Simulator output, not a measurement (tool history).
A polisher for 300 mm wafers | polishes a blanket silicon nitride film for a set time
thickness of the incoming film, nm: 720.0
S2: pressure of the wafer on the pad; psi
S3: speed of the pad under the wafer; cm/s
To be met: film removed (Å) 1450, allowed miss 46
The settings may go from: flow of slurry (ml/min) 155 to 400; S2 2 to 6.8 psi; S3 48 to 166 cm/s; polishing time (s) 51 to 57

Run 1, day 0: flow of slurry (ml/min) 255, S2 4.4 psi, S3 106 cm/s, polishing time (s) 57. Result: film removed (Å) 1219.1.
Run 2, day 0.354: flow of slurry (ml/min) 255, S2 4.6 psi, S3 106 cm/s, polishing time (s) 57. Result: film removed (Å) 1276.9.
Run 3, day 0.592: flow of slurry (ml/min) 255, S2 4.8 psi, S3 106 cm/s, polishing time (s) 57. Result: film removed (Å) 1317.1.
Run 4, day 0.946: flow of slurry (ml/min) 255, S2 4.8 psi, S3 92 cm/s, polishing time (s) 57. Result: film removed (Å) 1210.
Run 5, day 1.304: flow of slurry (ml/min) 255, S2 5.1 psi, S3 92 cm/s, polishing time (s) 57. Result: film removed (Å) 1262.9.
Run 6, day 1.504: flow of slurry (ml/min) 255, S2 4.4 psi, S3 92 cm/s, polishing time (s) 57. Result: film removed (Å) 1133.8.
Run 7, day 1.817: flow of slurry (ml/min) 255, S2 4.9 psi, S3 92 cm/s, polishing time (s) 57. Result: film removed (Å) 1224.6.
Run 8, day 1.908: flow of slurry (ml/min) 255, S2 5.2 psi, S3 92 cm/s, polishing time (s) 57. Result: film removed (Å) 1266.3.
Run 9, day 2.283: flow of slurry (ml/min) 255, S2 5.5 psi, S3 92 cm/s, polishing time (s) 57. Result: film removed (Å) 1337.9.
Run 10, day 2.529: flow of slurry (ml/min) 255, S2 5.7 psi, S3 92 cm/s, polishing time (s) 57. Result: film removed (Å) 1397.3.
Run 11, day 2.562: flow of slurry (ml/min) 255, S2 5.8 psi, S3 92 cm/s, polishing time (s) 57. Result: film removed (Å) 1405.9.

4 next moves are on the table. One of them brings every result within its allowed miss. Which?
Run A, day 2.596: flow of slurry (ml/min) 300, S2 5.7 psi, S3 86 cm/s, polishing time (s) 56. Result: film removed (Å) ?.
Run B, day 2.596: flow of slurry (ml/min) 275, S2 6.4 psi, S3 82 cm/s, polishing time (s) 51. Result: film removed (Å) ?.
Run C, day 2.596: flow of slurry (ml/min) 250, S2 5.7 psi, S3 108 cm/s, polishing time (s) 51. Result: film removed (Å) ?.
Run D, day 2.596: flow of slurry (ml/min) 320, S2 6 psi, S3 92 cm/s, polishing time (s) 56. Result: film removed (Å) ?.

move  film removed (Å)
   A            1320.3
   B            1274.8
   C            1350.9
   D            1440.3
A: further off than the last run
B: further off than the last run
C: further off than the last run
D: meets every target
Move D is the one to make.

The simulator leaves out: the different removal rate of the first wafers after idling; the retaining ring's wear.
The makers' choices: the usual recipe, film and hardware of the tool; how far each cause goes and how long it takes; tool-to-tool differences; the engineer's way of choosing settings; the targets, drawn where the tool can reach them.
